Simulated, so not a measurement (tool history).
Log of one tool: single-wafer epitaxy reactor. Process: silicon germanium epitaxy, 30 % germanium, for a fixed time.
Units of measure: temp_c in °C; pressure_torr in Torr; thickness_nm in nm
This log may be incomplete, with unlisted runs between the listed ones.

run 1 hour=0.0 | temp_c=620 pressure_torr=27.9 | thickness_nm=98.722
run 2 hour=7.5 | temp_c=627 pressure_torr=27.9 | thickness_nm=107.570
run 3 hour=8.6 | temp_c=627 pressure_torr=23.7 | thickness_nm=105.220
run 4 hour=16.9 | temp_c=620 pressure_torr=23.1 | thickness_nm=93.483
run 5 hour=19.4 | temp_c=615 pressure_torr=22.8 | thickness_nm=86.494
run 6 hour=24.7 | temp_c=612 pressure_torr=22.6 | thickness_nm=82.190

Forecast run 7:
run 7 hour=26.1 | temp_c=610 pressure_torr=22.5 | thickness_nm=?

Run 7 yielded thickness_nm 79.654 nm.
